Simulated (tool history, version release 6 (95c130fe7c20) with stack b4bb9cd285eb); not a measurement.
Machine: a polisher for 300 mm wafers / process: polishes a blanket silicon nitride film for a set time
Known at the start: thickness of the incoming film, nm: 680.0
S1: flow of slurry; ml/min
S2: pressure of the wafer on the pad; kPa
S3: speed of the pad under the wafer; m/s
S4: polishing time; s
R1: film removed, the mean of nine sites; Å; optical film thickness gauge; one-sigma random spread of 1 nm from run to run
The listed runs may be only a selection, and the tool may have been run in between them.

run  hour   S1    S2    S3   S4       R1
  1   0.0  215  16.5  1.06  106  1076.70
  2   3.2  215  16.5  1.24  106  1224.60
  3   6.7  215  17.9  1.24  106  1338.40
  4   9.1  215  13.8  1.24  106  1038.40
  5  10.0  215  13.8  1.24  106  1023.60
  6  10.9  215  15.2  1.24  106  1112.80
  7  16.2  215  11.0  1.18  106   813.74

The next listed run, before its measurement:
  8  17.1  215  10.3  1.18  106   ?

{"run 8": {"R1": 772.46}}
